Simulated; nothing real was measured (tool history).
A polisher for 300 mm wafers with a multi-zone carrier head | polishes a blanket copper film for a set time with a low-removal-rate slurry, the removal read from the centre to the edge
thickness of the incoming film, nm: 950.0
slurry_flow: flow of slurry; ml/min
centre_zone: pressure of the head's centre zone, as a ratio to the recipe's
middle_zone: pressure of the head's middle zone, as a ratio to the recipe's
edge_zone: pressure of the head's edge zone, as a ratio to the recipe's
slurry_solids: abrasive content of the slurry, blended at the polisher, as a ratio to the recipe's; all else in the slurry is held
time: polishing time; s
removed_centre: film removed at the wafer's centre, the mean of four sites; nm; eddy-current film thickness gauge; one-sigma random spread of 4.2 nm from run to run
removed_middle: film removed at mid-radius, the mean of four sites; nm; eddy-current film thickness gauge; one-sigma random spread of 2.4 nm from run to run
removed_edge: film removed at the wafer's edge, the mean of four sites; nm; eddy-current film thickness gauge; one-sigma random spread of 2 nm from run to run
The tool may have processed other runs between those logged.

run 1 hour=0.0 | slurry_flow=160 centre_zone=1.00 middle_zone=1.00 edge_zone=1.00 slurry_solids=1.00 time=82 | removed_centre=384.04 removed_middle=361.12 removed_edge=367.04
run 2 hour=8.8 | slurry_flow=160 centre_zone=1.07 middle_zone=1.00 edge_zone=1.00 slurry_solids=1.00 time=82 | removed_centre=408.52 removed_middle=368.48 removed_edge=368.48
run 3 hour=11.0 | slurry_flow=160 centre_zone=1.01 middle_zone=1.00 edge_zone=1.00 slurry_solids=1.00 time=82 | removed_centre=390.32 removed_middle=369.33 removed_edge=364.85
run 4 hour=13.3 | slurry_flow=145 centre_zone=1.00 middle_zone=0.94 edge_zone=1.00 slurry_solids=0.85 time=81 | removed_centre=356.96 removed_middle=320.59 removed_edge=344.56
run 5 hour=17.1 | slurry_flow=135 centre_zone=0.99 middle_zone=0.90 edge_zone=0.97 slurry_solids=0.75 time=81 | removed_centre=332.60 removed_middle=305.75 removed_edge=329.81
run 6 hour=18.7 | slurry_flow=135 centre_zone=0.99 middle_zone=0.90 edge_zone=0.97 slurry_solids=0.85 time=81 | removed_centre=339.90 removed_middle=303.31 removed_edge=334.00

Run 7, settings as shown, results not yet in. Your forecast:
run 7 hour=20.1 | slurry_flow=125 centre_zone=1.00 middle_zone=0.87 edge_zone=0.95 slurry_solids=0.80 time=80 | removed_centre=? removed_middle=? removed_edge=?

Run 7 gave removed_centre 331.33 nm, removed_middle 291.65 nm, removed_edge 322.11 nm.
